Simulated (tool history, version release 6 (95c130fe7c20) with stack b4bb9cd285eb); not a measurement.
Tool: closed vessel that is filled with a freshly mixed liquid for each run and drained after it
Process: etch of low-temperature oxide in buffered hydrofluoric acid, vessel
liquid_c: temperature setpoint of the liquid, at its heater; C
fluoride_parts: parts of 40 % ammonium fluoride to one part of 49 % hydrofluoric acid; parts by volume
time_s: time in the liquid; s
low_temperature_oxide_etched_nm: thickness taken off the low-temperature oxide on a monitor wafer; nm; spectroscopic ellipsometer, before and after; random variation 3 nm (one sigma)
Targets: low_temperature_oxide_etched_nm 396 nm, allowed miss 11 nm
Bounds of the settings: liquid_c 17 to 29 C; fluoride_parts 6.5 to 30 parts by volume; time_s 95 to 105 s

run,hour,liquid_c,fluoride_parts,time_s,low_temperature_oxide_etched_nm
1,0,21,18.5,95,273.7
2,3.5,22.5,18.5,95,298.94
3,7.1,19,18.5,95,243.27
4,10.7,19,20.5,95,224.97
5,11.9,17,20.5,95,204.48
6,20.4,17,20.5,95,201.06
7,27.1,19.5,20,95,238.51
8,32.6,21.5,20,95,266.27
9,39.1,25.5,19.5,95,332.17
10,41.9,26,19.5,95,344.9
11,47.9,26.5,19.5,95,356.89
# hour 54: hydrofluoric acid flow meter replaced
12,54,27,19.5,95,378.52

5 next moves are on the table. One of them brings every result within its allowed miss. Which?
A,60.1,27.5,22.5,100,?
B,60.1,26.5,19,100,?
C,60.1,28,21.5,95,?
D,60.1,26.5,20.5,100,?
E,60.1,24.5,17,95,?

move,low_temperature_oxide_etched_nm
A,367.91
B,397.57
C,370.36
D,371.63
E,378.14
A: further off than the last run
B: meets every target
C: further off than the last run
D: further off than the last run
E: as far off as the last run
Answer: B
